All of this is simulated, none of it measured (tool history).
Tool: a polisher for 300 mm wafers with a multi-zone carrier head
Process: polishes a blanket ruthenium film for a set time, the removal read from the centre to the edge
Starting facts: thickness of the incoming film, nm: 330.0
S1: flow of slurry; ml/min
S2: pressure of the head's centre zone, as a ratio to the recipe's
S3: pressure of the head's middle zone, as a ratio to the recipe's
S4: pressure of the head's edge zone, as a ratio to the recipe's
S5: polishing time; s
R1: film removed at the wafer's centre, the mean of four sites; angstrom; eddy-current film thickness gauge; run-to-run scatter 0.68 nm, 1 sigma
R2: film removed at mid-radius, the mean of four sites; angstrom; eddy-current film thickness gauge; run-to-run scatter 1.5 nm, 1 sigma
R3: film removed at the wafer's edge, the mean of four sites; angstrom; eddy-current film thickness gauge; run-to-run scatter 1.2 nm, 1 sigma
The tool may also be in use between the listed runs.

{"run": 1, "day": 0.0, "S1": 245, "S2": 1.0, "S3": 1.0, "S4": 1.0, "S5": 48, "R1": 739.57, "R2": 756.69, "R3": 758.3}
{"run": 2, "day": 0.288, "S1": 255, "S2": 0.98, "S3": 1.04, "S4": 1.0, "S5": 50, "R1": 772.31, "R2": 802.5, "R3": 785.94}
{"run": 3, "day": 0.375, "S1": 255, "S2": 0.98, "S3": 1.07, "S4": 1.0, "S5": 50, "R1": 762.91, "R2": 866.02, "R3": 775.73}
{"run": 4, "day": 0.662, "S1": 250, "S2": 0.97, "S3": 1.09, "S4": 1.03, "S5": 52, "R1": 781.32, "R2": 884.48, "R3": 834.4}
{"run": 5, "day": 0.967, "S1": 255, "S2": 0.95, "S3": 1.11, "S4": 1.02, "S5": 54, "R1": 803.42, "R2": 944.37, "R3": 859.78}
{"run": 6, "day": 1.058, "S1": 260, "S2": 0.94, "S3": 1.13, "S4": 1.02, "S5": 55, "R1": 822.72, "R2": 974.58, "R3": 870.79}
{"run": 7, "day": 1.217, "S1": 255, "S2": 0.92, "S3": 1.14, "S4": 1.01, "S5": 57, "R1": 824.29, "R2": 1023.2, "R3": 893.57}

Run 8, settings as shown, results not yet in. Your forecast:
{"run": 8, "day": 1.279, "S1": 260, "S2": 0.91, "S3": 1.15, "S4": 1.01, "S5": 58, "R1": "?", "R2": "?", "R3": "?"}

For run 8 the tool returned R1 829.55 angstrom, R2 1042.70 angstrom, R3 909.97 angstrom.

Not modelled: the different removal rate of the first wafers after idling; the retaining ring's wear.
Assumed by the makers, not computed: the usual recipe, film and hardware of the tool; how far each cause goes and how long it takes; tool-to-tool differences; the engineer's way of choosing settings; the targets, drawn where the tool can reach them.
